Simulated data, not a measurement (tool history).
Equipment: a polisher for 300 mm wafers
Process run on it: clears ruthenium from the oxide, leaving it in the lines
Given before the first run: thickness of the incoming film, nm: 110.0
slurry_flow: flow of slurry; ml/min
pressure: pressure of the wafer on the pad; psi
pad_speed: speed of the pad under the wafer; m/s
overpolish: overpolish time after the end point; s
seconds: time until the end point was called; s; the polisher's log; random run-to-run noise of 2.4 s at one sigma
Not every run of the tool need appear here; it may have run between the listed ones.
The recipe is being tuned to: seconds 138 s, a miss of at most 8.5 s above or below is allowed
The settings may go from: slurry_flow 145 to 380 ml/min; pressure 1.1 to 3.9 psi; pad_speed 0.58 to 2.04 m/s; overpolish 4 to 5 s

run	hour	slurry_flow	pressure	pad_speed	overpolish	seconds
1	0	245	2.5	1.3	5	62.747
2	5.8	245	2.5	1.3	4	60.625
3	12.1	280	2.5	1.3	4	60.411
4	15.8	280	2.2	1.22	4	69.067
5	17.6	245	2.2	1.22	4	70.361
6	23.5	245	2	1.12	4	78.388
7	30.9	245	1.8	1.02	4	92.972
8	39.7	245	1.7	0.96	4	101.12
9	47.7	245	1.6	0.92	4	108.51
10	50.3	245	1.5	0.9	4	115.04

Consider the 4 candidate settings below. Which is the only one whose results all fall within their allowed miss of target?
A	52.9	315	1.7	0.82	4	?
B	52.9	230	1.1	0.9	5	?
C	52.9	235	1.5	0.88	4	?
D	52.9	275	1.3	0.94	4	?

move	seconds
A	113.19
B	134.15
C	117.35
D	116.98
A: misses by more than the last run did
B: all results land within tolerance of their targets
C: moves toward the targets from the last run without getting all of them in spec
D: moves toward the targets from the last run without getting all of them in spec
B is the move that brings every result within its allowed miss.
